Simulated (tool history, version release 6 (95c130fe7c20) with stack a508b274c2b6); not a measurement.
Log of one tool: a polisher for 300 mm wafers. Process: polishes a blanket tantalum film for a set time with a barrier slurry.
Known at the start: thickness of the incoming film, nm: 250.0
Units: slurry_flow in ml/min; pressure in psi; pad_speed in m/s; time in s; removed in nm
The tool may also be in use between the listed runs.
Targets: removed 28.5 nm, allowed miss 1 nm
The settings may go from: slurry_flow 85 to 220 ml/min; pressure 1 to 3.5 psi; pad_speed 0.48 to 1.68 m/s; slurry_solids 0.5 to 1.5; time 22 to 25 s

{"run": 1, "hour": 0.0, "slurry_flow": 140, "pressure": 2.2, "pad_speed": 1.08, "slurry_solids": 1, "time": 25, "removed": 42.095}
{"run": 2, "hour": 7.2, "slurry_flow": 135, "pressure": 2, "pad_speed": 1.08, "slurry_solids": 1, "time": 25, "removed": 39.028}
{"run": 3, "hour": 12.2, "slurry_flow": 135, "pressure": 1.5, "pad_speed": 1.08, "slurry_solids": 1, "time": 25, "removed": 32.87}
{"run": 4, "hour": 17.1, "slurry_flow": 135, "pressure": 1.9, "pad_speed": 1.08, "slurry_solids": 1, "time": 25, "removed": 38.147}
{"run": 5, "hour": 24.5, "slurry_flow": 135, "pressure": 1.9, "pad_speed": 1.08, "slurry_solids": 1, "time": 22, "removed": 33.425}
{"run": 6, "hour": 28.5, "slurry_flow": 125, "pressure": 1.9, "pad_speed": 1.08, "slurry_solids": 1, "time": 22, "removed": 33.143}
{"run": 7, "hour": 29.5, "slurry_flow": 120, "pressure": 1.9, "pad_speed": 1.08, "slurry_solids": 1, "time": 22, "removed": 32.733}
{"run": 8, "hour": 34.6, "slurry_flow": 115, "pressure": 1.9, "pad_speed": 1.08, "slurry_solids": 1, "time": 22, "removed": 32.368}
{"run": 9, "hour": 39.6, "slurry_flow": 110, "pressure": 1.9, "pad_speed": 1.08, "slurry_solids": 1, "time": 22, "removed": 32.722}

4 next moves are on the table. One of them brings every result within its allowed miss. Which?
{"run": "A", "hour": 44.6, "slurry_flow": 85, "pressure": 2.4, "pad_speed": 1, "slurry_solids": 0.65, "time": 23, "removed": "?"}
{"run": "B", "hour": 44.6, "slurry_flow": 115, "pressure": 2.2, "pad_speed": 1.14, "slurry_solids": 0.95, "time": 23, "removed": "?"}
{"run": "C", "hour": 44.6, "slurry_flow": 115, "pressure": 2.3, "pad_speed": 1, "slurry_solids": 1.15, "time": 23, "removed": "?"}
{"run": "D", "hour": 44.6, "slurry_flow": 110, "pressure": 1.7, "pad_speed": 0.88, "slurry_solids": 0.95, "time": 25, "removed": "?"}

move=A removed=31.291
move=B removed=38.201
move=C removed=36.853
move=D removed=28.618
A: nearer than the last run, and not there yet
B: further off than the last run
C: further off than the last run
D: meets every target
Move D is the one to make.

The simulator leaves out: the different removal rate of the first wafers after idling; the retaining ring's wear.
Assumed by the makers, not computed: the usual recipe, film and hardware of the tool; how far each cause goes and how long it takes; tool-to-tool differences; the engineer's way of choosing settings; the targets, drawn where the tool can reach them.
